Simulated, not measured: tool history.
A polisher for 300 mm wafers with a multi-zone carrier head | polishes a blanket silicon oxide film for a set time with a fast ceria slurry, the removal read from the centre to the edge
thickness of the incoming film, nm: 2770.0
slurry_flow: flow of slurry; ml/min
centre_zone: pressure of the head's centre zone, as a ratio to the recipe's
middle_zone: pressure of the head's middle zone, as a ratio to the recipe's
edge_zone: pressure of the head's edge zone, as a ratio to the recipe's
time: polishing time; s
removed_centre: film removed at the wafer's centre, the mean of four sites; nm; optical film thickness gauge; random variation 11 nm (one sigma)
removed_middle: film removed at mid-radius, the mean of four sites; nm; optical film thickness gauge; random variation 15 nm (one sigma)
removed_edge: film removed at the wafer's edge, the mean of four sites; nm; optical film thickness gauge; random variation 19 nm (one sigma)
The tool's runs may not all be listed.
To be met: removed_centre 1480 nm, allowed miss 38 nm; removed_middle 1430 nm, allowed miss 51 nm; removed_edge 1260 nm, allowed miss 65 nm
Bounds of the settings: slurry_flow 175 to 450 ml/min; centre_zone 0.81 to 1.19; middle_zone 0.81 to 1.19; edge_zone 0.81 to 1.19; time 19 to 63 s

{"run": 1, "hour": 0.0, "slurry_flow": 290, "centre_zone": 1, "middle_zone": 1, "edge_zone": 1, "time": 41, "removed_centre": 989.85, "removed_middle": 1076.9, "removed_edge": 1065.3}
{"run": 2, "hour": 1.6, "slurry_flow": 290, "centre_zone": 1, "middle_zone": 1.04, "edge_zone": 1, "time": 41, "removed_centre": 1004.1, "removed_middle": 1106.7, "removed_edge": 1080.5}
{"run": 3, "hour": 8.1, "slurry_flow": 290, "centre_zone": 1, "middle_zone": 1.07, "edge_zone": 1, "time": 41, "removed_centre": 1008.4, "removed_middle": 1135.9, "removed_edge": 1043.5}
{"run": 4, "hour": 10.1, "slurry_flow": 290, "centre_zone": 1, "middle_zone": 1.07, "edge_zone": 1, "time": 34, "removed_centre": 818.59, "removed_middle": 950.69, "removed_edge": 863.37}
{"run": 5, "hour": 14.8, "slurry_flow": 295, "centre_zone": 1.03, "middle_zone": 1.08, "edge_zone": 1.01, "time": 36, "removed_centre": 901.26, "removed_middle": 1003.3, "removed_edge": 949.69}
{"run": 6, "hour": 22.6, "slurry_flow": 300, "centre_zone": 1.05, "middle_zone": 1.1, "edge_zone": 0.99, "time": 38, "removed_centre": 972.08, "removed_middle": 1061.3, "removed_edge": 997.5}
{"run": 7, "hour": 27.1, "slurry_flow": 295, "centre_zone": 1.07, "middle_zone": 1.11, "edge_zone": 0.96, "time": 40, "removed_centre": 1037.4, "removed_middle": 1131, "removed_edge": 1029.6}
{"run": 8, "hour": 30.7, "slurry_flow": 295, "centre_zone": 1.07, "middle_zone": 1.11, "edge_zone": 0.96, "time": 40, "removed_centre": 1041.5, "removed_middle": 1123.6, "removed_edge": 994.67}
{"run": 9, "hour": 35.7, "slurry_flow": 300, "centre_zone": 1.09, "middle_zone": 1.12, "edge_zone": 0.96, "time": 41, "removed_centre": 1097.6, "removed_middle": 1189.5, "removed_edge": 1049.8}
{"run": 10, "hour": 38.4, "slurry_flow": 300, "centre_zone": 1.09, "middle_zone": 1.12, "edge_zone": 0.96, "time": 41, "removed_centre": 1099.8, "removed_middle": 1159.5, "removed_edge": 1039}

Which of these 4 next moves meets every target?
{"run": "A", "hour": 41.1, "slurry_flow": 235, "centre_zone": 1.08, "middle_zone": 1.11, "edge_zone": 1.08, "time": 29, "removed_centre": "?", "removed_middle": "?", "removed_edge": "?"}
{"run": "B", "hour": 41.1, "slurry_flow": 355, "centre_zone": 1.16, "middle_zone": 1.07, "edge_zone": 0.82, "time": 51, "removed_centre": "?", "removed_middle": "?", "removed_edge": "?"}
{"run": "C", "hour": 41.1, "slurry_flow": 310, "centre_zone": 1.04, "middle_zone": 1.13, "edge_zone": 1, "time": 50, "removed_centre": "?", "removed_middle": "?", "removed_edge": "?"}
{"run": "D", "hour": 41.1, "slurry_flow": 335, "centre_zone": 1.11, "middle_zone": 1.07, "edge_zone": 0.89, "time": 45, "removed_centre": "?", "removed_middle": "?", "removed_edge": "?"}

move=A removed_centre=738 removed_middle=811.84 removed_edge=750.72
move=B removed_centre=1468.4 removed_middle=1460.2 removed_edge=1226.2
move=C removed_centre=1271.1 removed_middle=1464.6 removed_edge=1285.1
move=D removed_centre=1232 removed_middle=1281.9 removed_edge=1111.3
A: further off than the last run
B: meets every target
C: nearer than the last run, and not there yet
D: nearer than the last run, and not there yet
Move B is the one to make.
